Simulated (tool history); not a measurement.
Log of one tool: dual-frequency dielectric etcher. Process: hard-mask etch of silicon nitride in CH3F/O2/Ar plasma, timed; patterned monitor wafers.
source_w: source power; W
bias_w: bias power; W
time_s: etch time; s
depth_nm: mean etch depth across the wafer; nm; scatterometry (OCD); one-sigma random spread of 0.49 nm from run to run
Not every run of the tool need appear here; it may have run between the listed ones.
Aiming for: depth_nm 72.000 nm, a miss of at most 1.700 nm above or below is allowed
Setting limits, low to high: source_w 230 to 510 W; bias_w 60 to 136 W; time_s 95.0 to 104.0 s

run,hour,source_w,bias_w,time_s,depth_nm
1,0.0,370,98,104.0,87.316
2,1.3,350,94,103.5,84.086
3,2.4,330,91,103.0,81.834
4,4.3,330,91,104.0,82.116
5,7.7,310,87,103.5,77.660
# hour 10.9: bias power generator calibrated
6,10.9,310,87,104.0,77.754
7,16.9,300,86,104.0,76.667
8,17.8,290,85,104.0,74.833
9,26.1,280,85,104.0,74.397

5 candidate next runs follow, results not yet known. Just one meets every target within its allowed miss. Identify it.
A,34.4,240,87,100.5,?
B,34.4,330,74,100.5,?
C,34.4,270,83,97.5,?
D,34.4,250,81,102.0,?
E,34.4,230,86,101.0,?

move,depth_nm
A,69.578
B,71.272
C,68.392
D,69.290
E,68.774
A: takes the biggest miss from the last run beyond its target
B: all results land within tolerance of their targets
C: takes the biggest miss from the last run beyond its target
D: takes the biggest miss from the last run beyond its target
E: takes the biggest miss from the last run beyond its target
So the answer is move B, the one that meets all the targets.
